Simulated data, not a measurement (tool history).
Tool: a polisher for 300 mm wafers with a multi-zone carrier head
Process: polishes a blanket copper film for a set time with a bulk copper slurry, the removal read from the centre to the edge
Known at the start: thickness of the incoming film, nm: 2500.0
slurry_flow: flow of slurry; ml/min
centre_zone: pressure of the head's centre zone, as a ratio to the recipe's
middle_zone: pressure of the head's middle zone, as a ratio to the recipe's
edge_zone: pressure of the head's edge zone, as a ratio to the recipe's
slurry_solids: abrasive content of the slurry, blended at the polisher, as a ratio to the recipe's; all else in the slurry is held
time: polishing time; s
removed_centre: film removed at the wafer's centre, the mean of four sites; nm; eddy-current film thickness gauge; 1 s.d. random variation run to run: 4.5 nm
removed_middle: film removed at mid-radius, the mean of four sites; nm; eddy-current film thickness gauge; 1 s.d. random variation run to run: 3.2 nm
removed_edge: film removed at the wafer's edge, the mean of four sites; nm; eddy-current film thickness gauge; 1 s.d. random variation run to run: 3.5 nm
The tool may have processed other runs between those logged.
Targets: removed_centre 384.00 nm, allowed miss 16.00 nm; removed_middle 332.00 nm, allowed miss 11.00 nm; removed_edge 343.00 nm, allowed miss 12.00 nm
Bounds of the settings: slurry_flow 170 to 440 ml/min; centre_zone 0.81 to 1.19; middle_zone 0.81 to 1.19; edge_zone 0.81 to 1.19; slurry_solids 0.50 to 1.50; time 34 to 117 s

Run 1, hour 0.0: slurry_flow 280 ml/min, centre_zone 1.00, middle_zone 1.00, edge_zone 1.00, slurry_solids 1.00, time 75 s. Result: removed_centre 317.05 nm, removed_middle 304.82 nm, removed_edge 305.60 nm.
Run 2, hour 4.7: slurry_flow 280 ml/min, centre_zone 1.00, middle_zone 1.00, edge_zone 1.00, slurry_solids 1.00, time 59 s. Result: removed_centre 247.61 nm, removed_middle 240.72 nm, removed_edge 240.59 nm.
Run 3, hour 9.4: slurry_flow 285 ml/min, centre_zone 1.04, middle_zone 1.01, edge_zone 1.04, slurry_solids 1.15, time 63 s. Result: removed_centre 284.47 nm, removed_middle 267.20 nm, removed_edge 265.72 nm.
Run 4, hour 10.0: slurry_flow 290 ml/min, centre_zone 1.06, middle_zone 1.00, edge_zone 1.07, slurry_solids 1.25, time 66 s. Result: removed_centre 304.37 nm, removed_middle 287.01 nm, removed_edge 289.17 nm.
Run 5, hour 18.2: slurry_flow 290 ml/min, centre_zone 1.06, middle_zone 1.07, edge_zone 1.07, slurry_solids 1.25, time 66 s. Result: removed_centre 314.50 nm, removed_middle 301.84 nm, removed_edge 292.05 nm.
Run 6, hour 26.3: slurry_flow 350 ml/min, centre_zone 1.06, middle_zone 1.07, edge_zone 1.07, slurry_solids 1.25, time 66 s. Result: removed_centre 312.05 nm, removed_middle 307.03 nm, removed_edge 299.34 nm.
Run 7, hour 30.6: slurry_flow 350 ml/min, centre_zone 1.09, middle_zone 1.05, edge_zone 1.09, slurry_solids 1.30, time 67 s. Result: removed_centre 332.87 nm, removed_middle 307.66 nm, removed_edge 300.48 nm.
Run 8, hour 39.1: slurry_flow 350 ml/min, centre_zone 1.09, middle_zone 1.05, edge_zone 1.09, slurry_solids 1.30, time 67 s. Result: removed_centre 333.91 nm, removed_middle 303.68 nm, removed_edge 302.87 nm.
Run 9, hour 41.3: slurry_flow 355 ml/min, centre_zone 1.10, middle_zone 1.05, edge_zone 1.12, slurry_solids 1.35, time 68 s. Result: removed_centre 344.02 nm, removed_middle 316.14 nm, removed_edge 314.08 nm.
Run 10, hour 43.8: slurry_flow 360 ml/min, centre_zone 1.11, middle_zone 1.04, edge_zone 1.14, slurry_solids 1.40, time 69 s. Result: removed_centre 352.66 nm, removed_middle 321.71 nm, removed_edge 328.36 nm.
Run 11, hour 51.7: slurry_flow 360 ml/min, centre_zone 1.13, middle_zone 1.04, edge_zone 1.15, slurry_solids 1.45, time 69 s. Result: removed_centre 363.64 nm, removed_middle 320.04 nm, removed_edge 328.09 nm.
Run 12, hour 53.8: slurry_flow 365 ml/min, centre_zone 1.14, middle_zone 1.04, edge_zone 1.16, slurry_solids 1.45, time 69 s. Result: removed_centre 366.42 nm, removed_middle 320.93 nm, removed_edge 327.03 nm.

Pick the move, out of 5, that brings all results within their allowed miss; only one does.
Run A, hour 55.9: slurry_flow 285 ml/min, centre_zone 1.14, middle_zone 1.04, edge_zone 1.16, slurry_solids 1.50, time 73 s. Result: removed_centre ?, removed_middle ?, removed_edge ?.
Run B, hour 55.9: slurry_flow 410 ml/min, centre_zone 1.12, middle_zone 1.14, edge_zone 1.13, slurry_solids 1.50, time 72 s. Result: removed_centre ?, removed_middle ?, removed_edge ?.
Run C, hour 55.9: slurry_flow 335 ml/min, centre_zone 1.08, middle_zone 1.02, edge_zone 1.15, slurry_solids 1.50, time 77 s. Result: removed_centre ?, removed_middle ?, removed_edge ?.
Run D, hour 55.9: slurry_flow 305 ml/min, centre_zone 1.19, middle_zone 0.84, edge_zone 1.16, slurry_solids 1.20, time 82 s. Result: removed_centre ?, removed_middle ?, removed_edge ?.
Run E, hour 55.9: slurry_flow 365 ml/min, centre_zone 1.04, middle_zone 1.10, edge_zone 1.13, slurry_solids 1.20, time 75 s. Result: removed_centre ?, removed_middle ?, removed_edge ?.

move  removed_centre  removed_middle  removed_edge
   A          383.45          334.82        345.19
   B          385.70          369.41        344.20
   C          390.04          353.33        367.21
   D          432.33          302.61        373.33
   E          352.37          353.22        340.10
A: every result within its allowed miss
B: meets the target for the result that was furthest off, but another lies outside its allowed miss
C: takes the result that was furthest off past its target
D: takes the result that was furthest off past its target
E: meets the target for the result that was furthest off, but another lies outside its allowed miss
Answer: A
